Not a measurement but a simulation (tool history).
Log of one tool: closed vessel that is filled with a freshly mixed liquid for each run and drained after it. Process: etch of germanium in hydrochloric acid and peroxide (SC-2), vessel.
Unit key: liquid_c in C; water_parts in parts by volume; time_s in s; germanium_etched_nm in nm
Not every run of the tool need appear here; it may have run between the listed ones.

run,hour,liquid_c,water_parts,time_s,germanium_etched_nm
1,0,46,10.5,95,132.02
2,7.4,41,10.5,95,112.93
3,10.6,41,10.5,95,113.57
4,13.2,44,10.5,95,123.26
5,14,44,8,95,126.18
6,22.9,44,8,100,134.04
7,28.3,42,8,100,124.72
8,31.7,41,8,100,123.91
9,39,39.5,8,100,115.23
10,42.1,39,8,100,114.75

What will run 11 give?
11,50.5,38.5,8,100,?

Run 11 came out at germanium_etched_nm 112.23 nm.
